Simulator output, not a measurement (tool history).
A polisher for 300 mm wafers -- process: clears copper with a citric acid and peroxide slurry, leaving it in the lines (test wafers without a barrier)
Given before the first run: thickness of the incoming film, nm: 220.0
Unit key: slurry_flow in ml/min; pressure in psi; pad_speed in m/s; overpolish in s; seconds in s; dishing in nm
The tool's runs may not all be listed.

run 1 hour=0 | slurry_flow=170 pressure=2.2 pad_speed=0.96 slurry_solids=1 overpolish=14 | seconds=104.09 dishing=19.714
run 2 hour=7.6 | slurry_flow=170 pressure=2.7 pad_speed=0.96 slurry_solids=1 overpolish=14 | seconds=86.205 dishing=22.713
run 3 hour=15.7 | slurry_flow=170 pressure=2.7 pad_speed=0.96 slurry_solids=1.1 overpolish=14 | seconds=82.457 dishing=24.339
run 4 hour=19.6 | slurry_flow=195 pressure=2.7 pad_speed=0.96 slurry_solids=1.1 overpolish=14 | seconds=80.751 dishing=23.796
run 5 hour=25.5 | slurry_flow=220 pressure=2.9 pad_speed=0.9 slurry_solids=0.9 overpolish=11 | seconds=83.525 dishing=19.321
run 6 hour=26.4 | slurry_flow=220 pressure=2.5 pad_speed=0.9 slurry_solids=0.9 overpolish=11 | seconds=95.495 dishing=16.593
run 7 hour=34 | slurry_flow=235 pressure=2.2 pad_speed=0.98 slurry_solids=1.1 overpolish=9 | seconds=95.345 dishing=14.396
run 8 hour=42 | slurry_flow=245 pressure=2.1 pad_speed=1.02 slurry_solids=1.25 overpolish=7 | seconds=92.342 dishing=11.583
run 9 hour=46.4 | slurry_flow=250 pressure=2.1 pad_speed=1.04 slurry_solids=1.35 overpolish=6 | seconds=88 dishing=9.9481
run 10 hour=48 | slurry_flow=255 pressure=2.2 pad_speed=1.02 slurry_solids=1.4 overpolish=5 | seconds=86.174 dishing=8.6867
run 11 hour=55.9 | slurry_flow=255 pressure=2.3 pad_speed=1.02 slurry_solids=1.45 overpolish=5 | seconds=80.795 dishing=9.1041
run 12 hour=59.4 | slurry_flow=260 pressure=2.4 pad_speed=1 slurry_solids=1.45 overpolish=5 | seconds=79.283 dishing=9.5145
run 13 hour=67.1 | slurry_flow=245 pressure=2.4 pad_speed=1.02 slurry_solids=1.45 overpolish=5 | seconds=78.241 dishing=10.004
run 14 hour=73.1 | slurry_flow=250 pressure=2.4 pad_speed=1.02 slurry_solids=1.45 overpolish=5 | seconds=79.007 dishing=9.4938
run 15 hour=80.2 | slurry_flow=255 pressure=2.4 pad_speed=1 slurry_solids=1.45 overpolish=5 | seconds=79.458 dishing=9.5029
run 16 hour=84.5 | slurry_flow=260 pressure=2.4 pad_speed=1 slurry_solids=1.45 overpolish=5 | seconds=78.268 dishing=9.7684
run 17 hour=90.7 | slurry_flow=240 pressure=2.3 pad_speed=1.04 slurry_solids=1.45 overpolish=5 | seconds=80.302 dishing=9.4948
run 18 hour=96.3 | slurry_flow=250 pressure=2.3 pad_speed=1.04 slurry_solids=1.45 overpolish=5 | seconds=79.904 dishing=9.4786
run 19 hour=104.5 | slurry_flow=255 pressure=2.3 pad_speed=1.04 slurry_solids=1.45 overpolish=5 | seconds=78.773 dishing=9.5506
run 20 hour=105.9 | slurry_flow=260 pressure=2.2 pad_speed=1.04 slurry_solids=1.45 overpolish=5 | seconds=83.7 dishing=9.2632

For run 21, what comes out?
run 21 hour=109 | slurry_flow=240 pressure=2.3 pad_speed=1 slurry_solids=1.45 overpolish=5 | seconds=? dishing=?

seconds: 84.136 s
dishing: 9.1106 nm

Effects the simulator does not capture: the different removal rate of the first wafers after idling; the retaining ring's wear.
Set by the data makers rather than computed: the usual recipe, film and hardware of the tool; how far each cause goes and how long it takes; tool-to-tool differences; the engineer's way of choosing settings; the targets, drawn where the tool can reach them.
